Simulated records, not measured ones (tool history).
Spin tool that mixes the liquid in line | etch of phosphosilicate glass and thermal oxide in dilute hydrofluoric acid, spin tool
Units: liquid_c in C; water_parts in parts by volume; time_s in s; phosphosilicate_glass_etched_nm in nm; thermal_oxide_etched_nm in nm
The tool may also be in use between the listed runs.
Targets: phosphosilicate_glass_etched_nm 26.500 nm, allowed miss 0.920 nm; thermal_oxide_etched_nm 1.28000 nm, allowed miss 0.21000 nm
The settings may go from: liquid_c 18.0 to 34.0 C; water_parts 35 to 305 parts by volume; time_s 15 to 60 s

run,day,liquid_c,water_parts,time_s,phosphosilicate_glass_etched_nm,thermal_oxide_etched_nm
1,0.000,26.0,170,30,15.407,0.75455
2,0.258,27.5,160,30,17.498,0.84676
3,0.475,27.5,160,35,20.623,0.98309
4,0.496,28.5,160,35,21.477,1.01120
5,0.792,28.5,160,25,15.005,0.79897
6,1.142,28.5,145,25,17.174,0.80320
7,1.421,29.5,140,25,18.569,0.96151
8,1.679,30.0,135,25,19.924,0.96000
9,1.712,30.5,130,25,21.024,1.02130
10,1.767,31.0,125,25,22.414,1.07830
11,2.125,31.5,125,25,22.857,1.14250
12,2.288,32.0,125,25,23.181,1.11930
13,2.538,32.5,125,25,23.957,1.17470

Which of these 4 next moves meets every target?
A,2.788,27.5,80,20,?,?
B,2.788,30.5,80,15,?,?
C,2.788,23.0,100,35,?,?
D,2.788,18.0,105,35,?,?

move,phosphosilicate_glass_etched_nm,thermal_oxide_etched_nm
A,26.562,1.27310
B,22.361,1.07170
C,30.344,1.45430
D,23.431,1.12300
A: meets every target
B: further off than the last run
C: takes the result that was furthest off past its target
D: further off than the last run
The right move is A.
